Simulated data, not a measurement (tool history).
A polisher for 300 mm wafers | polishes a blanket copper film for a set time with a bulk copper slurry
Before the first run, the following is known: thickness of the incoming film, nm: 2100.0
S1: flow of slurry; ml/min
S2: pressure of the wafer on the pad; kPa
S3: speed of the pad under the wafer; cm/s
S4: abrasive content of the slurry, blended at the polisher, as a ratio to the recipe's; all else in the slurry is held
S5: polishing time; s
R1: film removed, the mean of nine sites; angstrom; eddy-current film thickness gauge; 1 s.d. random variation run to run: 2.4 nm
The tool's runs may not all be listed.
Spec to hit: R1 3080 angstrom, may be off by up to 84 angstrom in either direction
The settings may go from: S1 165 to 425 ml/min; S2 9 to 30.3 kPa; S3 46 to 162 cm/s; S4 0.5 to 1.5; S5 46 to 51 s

{"run": 1, "hour": 0.0, "S1": 275, "S2": 19.3, "S3": 104, "S4": 1, "S5": 51, "R1": 3978.1}
{"run": 2, "hour": 4.7, "S1": 275, "S2": 19.3, "S3": 104, "S4": 1, "S5": 46, "R1": 3653}
{"run": 3, "hour": 10.2, "S1": 275, "S2": 19.3, "S3": 120, "S4": 1, "S5": 46, "R1": 4149.4}
{"run": 4, "hour": 14.6, "S1": 275, "S2": 19.3, "S3": 120, "S4": 1, "S5": 46, "R1": 4110.8}
{"run": 5, "hour": 15.2, "S1": 275, "S2": 22.1, "S3": 120, "S4": 1, "S5": 46, "R1": 4730.9}
{"run": 6, "hour": 22.3, "S1": 275, "S2": 22.1, "S3": 144, "S4": 1, "S5": 46, "R1": 5596.7}
{"run": 7, "hour": 27.7, "S1": 265, "S2": 16.5, "S3": 142, "S4": 1, "S5": 46, "R1": 4158.4}
{"run": 8, "hour": 34.7, "S1": 260, "S2": 11, "S3": 140, "S4": 1, "S5": 46, "R1": 2795.5}
{"run": 9, "hour": 38.0, "S1": 265, "S2": 11.7, "S3": 140, "S4": 1, "S5": 46, "R1": 2987}

Below are 4 possible settings for the next run. Only one of them brings all results inside the allowed miss of their targets. Which is it?
{"run": "A", "hour": 41.3, "S1": 255, "S2": 12.4, "S3": 134, "S4": 1, "S5": 48, "R1": "?"}
{"run": "B", "hour": 41.3, "S1": 255, "S2": 10.3, "S3": 148, "S4": 1.1, "S5": 47, "R1": "?"}
{"run": "C", "hour": 41.3, "S1": 295, "S2": 12.4, "S3": 130, "S4": 0.85, "S5": 46, "R1": "?"}
{"run": "D", "hour": 41.3, "S1": 370, "S2": 9.7, "S3": 154, "S4": 0.9, "S5": 47, "R1": "?"}

move=A R1=3133.6
move=B R1=2894.3
move=C R1=2876
move=D R1=2815
A: all results in spec
B: its largest miss is bigger than the last run's
C: its largest miss is bigger than the last run's
D: its largest miss is bigger than the last run's
Go with A: it meets all targets.
